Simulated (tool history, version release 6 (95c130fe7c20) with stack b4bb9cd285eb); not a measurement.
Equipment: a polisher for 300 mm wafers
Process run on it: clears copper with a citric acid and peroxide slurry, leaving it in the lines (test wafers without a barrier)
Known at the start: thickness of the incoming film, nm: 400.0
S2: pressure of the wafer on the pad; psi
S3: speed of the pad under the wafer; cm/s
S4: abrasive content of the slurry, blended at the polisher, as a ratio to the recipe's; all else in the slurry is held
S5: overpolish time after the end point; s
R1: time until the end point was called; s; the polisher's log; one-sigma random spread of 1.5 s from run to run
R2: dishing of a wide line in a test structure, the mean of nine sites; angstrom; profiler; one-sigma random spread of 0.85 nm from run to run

{"run": 1, "day": 0.0, "flow of slurry (ml/min)": 130, "S2": 4.1, "S3": 98, "S4": 1, "S5": 14, "R1": 112.14, "R2": 361.91}
{"run": 2, "day": 0.254, "flow of slurry (ml/min)": 130, "S2": 4.1, "S3": 98, "S4": 0.85, "S5": 14, "R1": 115.83, "R2": 352.21}
{"run": 3, "day": 0.579, "flow of slurry (ml/min)": 130, "S2": 4.1, "S3": 98, "S4": 1.05, "S5": 14, "R1": 113.07, "R2": 354.03}
{"run": 4, "day": 0.946, "flow of slurry (ml/min)": 160, "S2": 4.1, "S3": 98, "S4": 1.05, "S5": 14, "R1": 108.01, "R2": 373.72}
{"run": 5, "day": 1.3, "flow of slurry (ml/min)": 160, "S2": 4.1, "S3": 98, "S4": 1.05, "S5": 10, "R1": 111.98, "R2": 269.47}
{"run": 6, "day": 1.612, "flow of slurry (ml/min)": 160, "S2": 4.1, "S3": 80, "S4": 1.05, "S5": 10, "R1": 130.72, "R2": 227.75}

The next listed run, before its measurement:
{"run": 7, "day": 1.825, "flow of slurry (ml/min)": 155, "S2": 4.1, "S3": 80, "S4": 1.05, "S5": 11, "R1": "?", "R2": "?"}

R1: 130.44 s
R2: 246.29 angstrom
